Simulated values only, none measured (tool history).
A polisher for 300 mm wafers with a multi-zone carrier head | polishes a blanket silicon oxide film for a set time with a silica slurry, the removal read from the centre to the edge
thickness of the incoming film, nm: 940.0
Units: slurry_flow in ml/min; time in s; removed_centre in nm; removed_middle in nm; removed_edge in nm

Run 1, hour 0: slurry_flow 230 ml/min, centre_zone 1, middle_zone 1, edge_zone 1, slurry_solids 1, time 77 s. Result: removed_centre 304.04 nm, removed_middle 305.15 nm, removed_edge 302.46 nm.
Run 2, hour 2.1: slurry_flow 230 ml/min, centre_zone 1.02, middle_zone 0.99, edge_zone 0.96, slurry_solids 0.85, time 76 s. Result: removed_centre 286.17 nm, removed_middle 275.94 nm, removed_edge 270.09 nm.
Run 3, hour 5.4: slurry_flow 230 ml/min, centre_zone 1.02, middle_zone 1.04, edge_zone 0.96, slurry_solids 0.85, time 76 s. Result: removed_centre 283.76 nm, removed_middle 281.39 nm, removed_edge 268.26 nm.
Run 4, hour 13.8: slurry_flow 230 ml/min, centre_zone 0.98, middle_zone 1.04, edge_zone 0.96, slurry_solids 0.85, time 76 s. Result: removed_centre 279.47 nm, removed_middle 286.59 nm, removed_edge 268.67 nm.
Run 5, hour 16.1: slurry_flow 230 ml/min, centre_zone 1.02, middle_zone 1.04, edge_zone 0.96, slurry_solids 0.85, time 76 s. Result: removed_centre 283.42 nm, removed_middle 281.66 nm, removed_edge 270.74 nm.
Run 6, hour 22.5: slurry_flow 225 ml/min, centre_zone 1.02, middle_zone 1.02, edge_zone 0.93, slurry_solids 0.75, time 76 s. Result: removed_centre 268.07 nm, removed_middle 265.48 nm, removed_edge 249.88 nm.
Run 7, hour 28.3: slurry_flow 220 ml/min, centre_zone 1.04, middle_zone 1, edge_zone 0.91, slurry_solids 0.7, time 76 s. Result: removed_centre 266.56 nm, removed_middle 245.8 nm, removed_edge 240 nm.

The next listed run, before its measurement:
Run 8, hour 34.2: slurry_flow 215 ml/min, centre_zone 1.04, middle_zone 1, edge_zone 0.89, slurry_solids 0.65, time 76 s. Result: removed_centre ?, removed_middle ?, removed_edge ?.

removed_centre: 250.47 nm
removed_middle: 237.41 nm
removed_edge: 225.14 nm
